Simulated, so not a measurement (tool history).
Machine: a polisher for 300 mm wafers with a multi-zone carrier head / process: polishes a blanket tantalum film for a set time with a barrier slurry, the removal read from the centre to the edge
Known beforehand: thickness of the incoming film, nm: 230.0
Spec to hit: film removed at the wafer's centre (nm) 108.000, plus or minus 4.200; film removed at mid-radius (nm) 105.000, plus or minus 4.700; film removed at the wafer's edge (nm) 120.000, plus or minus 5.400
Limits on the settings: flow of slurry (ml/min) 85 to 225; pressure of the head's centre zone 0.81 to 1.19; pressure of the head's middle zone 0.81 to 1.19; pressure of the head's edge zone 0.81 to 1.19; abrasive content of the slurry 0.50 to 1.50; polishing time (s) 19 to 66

run,day,flow of slurry (ml/min),pressure of the head's centre zone,pressure of the head's middle zone,pressure of the head's edge zone,abrasive content of the slurry,polishing time (s),film removed at the wafer's centre (nm),film removed at mid-radius (nm),film removed at the wafer's edge (nm)
1,0.000,145,1.00,1.00,1.00,1.00,42,90.196,90.196,91.366
2,0.050,145,1.00,1.00,1.06,1.00,42,89.158,91.200,94.370
3,0.158,165,1.00,1.00,1.06,1.00,42,93.819,92.375,97.599
4,0.212,170,1.00,1.00,1.07,1.00,42,95.217,94.034,96.790
5,0.329,205,1.00,1.00,1.07,1.00,42,97.236,98.479,99.104
6,0.629,225,1.00,1.00,1.07,1.00,42,99.047,99.373,99.803
7,1.000,220,1.00,0.99,1.08,1.05,42,100.620,96.148,103.140
8,1.054,220,1.00,1.00,1.09,1.10,42,102.790,101.340,105.480
9,1.092,220,1.00,1.00,1.10,1.15,42,104.580,101.330,107.230

Of the 5 settings listed for the next run, only one would bring every result within its allowed miss of target. Which one?
A,1.129,195,1.10,1.19,0.93,1.05,39,?,?,?
B,1.129,220,0.96,1.01,1.19,1.35,48,?,?,?
C,1.129,220,0.97,0.97,1.18,1.15,49,?,?,?
D,1.129,215,0.96,0.96,1.19,1.05,46,?,?,?
E,1.129,225,1.01,0.90,1.09,1.30,46,?,?,?

move,film removed at the wafer's centre (nm),film removed at mid-radius (nm),film removed at the wafer's edge (nm)
A,101.510,105.050,86.904
B,118.410,122.010,130.720
C,117.640,115.960,128.060
D,106.330,105.060,117.690
E,118.840,105.650,119.240
A: the biggest miss grows against the last run
B: the result that was furthest off in the last run now lies on the other side of its target
C: the result that was furthest off in the last run now lies on the other side of its target
D: all results land within tolerance of their targets
E: brings the last run's worst result on target, with another outside its allowed miss
Go with D: it meets all targets.

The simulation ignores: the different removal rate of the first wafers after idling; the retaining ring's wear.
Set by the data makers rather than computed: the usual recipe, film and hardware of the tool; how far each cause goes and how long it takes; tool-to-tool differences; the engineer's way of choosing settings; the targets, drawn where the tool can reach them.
